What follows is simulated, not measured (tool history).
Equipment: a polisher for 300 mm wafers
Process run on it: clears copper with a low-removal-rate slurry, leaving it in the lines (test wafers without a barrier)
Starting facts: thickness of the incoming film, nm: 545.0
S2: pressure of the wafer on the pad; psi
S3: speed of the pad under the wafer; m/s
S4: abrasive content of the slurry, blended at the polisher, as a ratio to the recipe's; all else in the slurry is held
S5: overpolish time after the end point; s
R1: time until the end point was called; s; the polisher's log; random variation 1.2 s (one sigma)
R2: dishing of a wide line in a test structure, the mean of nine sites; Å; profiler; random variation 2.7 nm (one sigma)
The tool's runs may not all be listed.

{"run": 1, "hour": 0.0, "flow of slurry (ml/min)": 195, "S2": 4.1, "S3": 1.3, "S4": 1.0, "S5": 20, "R1": 69.05, "R2": 756.11}
{"run": 2, "hour": 4.8, "flow of slurry (ml/min)": 195, "S2": 4.1, "S3": 1.3, "S4": 1.0, "S5": 14, "R1": 70.08, "R2": 560.29}
{"run": 3, "hour": 13.3, "flow of slurry (ml/min)": 195, "S2": 4.2, "S3": 1.3, "S4": 1.0, "S5": 18, "R1": 68.342, "R2": 701.1}
{"run": 4, "hour": 20.6, "flow of slurry (ml/min)": 195, "S2": 4.2, "S3": 1.3, "S4": 1.2, "S5": 18, "R1": 66.343, "R2": 711.94}
{"run": 5, "hour": 28.5, "flow of slurry (ml/min)": 195, "S2": 4.3, "S3": 1.3, "S4": 1.2, "S5": 21, "R1": 64.959, "R2": 815.86}
{"run": 6, "hour": 33.1, "flow of slurry (ml/min)": 195, "S2": 4.3, "S3": 1.3, "S4": 1.35, "S5": 21, "R1": 64.261, "R2": 810.85}
{"run": 7, "hour": 40.3, "flow of slurry (ml/min)": 195, "S2": 4.4, "S3": 1.3, "S4": 1.35, "S5": 23, "R1": 60.5, "R2": 886.17}
{"run": 8, "hour": 47.4, "flow of slurry (ml/min)": 195, "S2": 4.4, "S3": 1.3, "S4": 1.35, "S5": 25, "R1": 60.517, "R2": 962.34}

For run 9, what comes out?
{"run": 9, "hour": 50.1, "flow of slurry (ml/min)": 195, "S2": 4.4, "S3": 1.3, "S4": 1.35, "S5": 27, "R1": "?", "R2": "?"}

Logged for run 9: R1 61.788 s, R2 975.53 Å.

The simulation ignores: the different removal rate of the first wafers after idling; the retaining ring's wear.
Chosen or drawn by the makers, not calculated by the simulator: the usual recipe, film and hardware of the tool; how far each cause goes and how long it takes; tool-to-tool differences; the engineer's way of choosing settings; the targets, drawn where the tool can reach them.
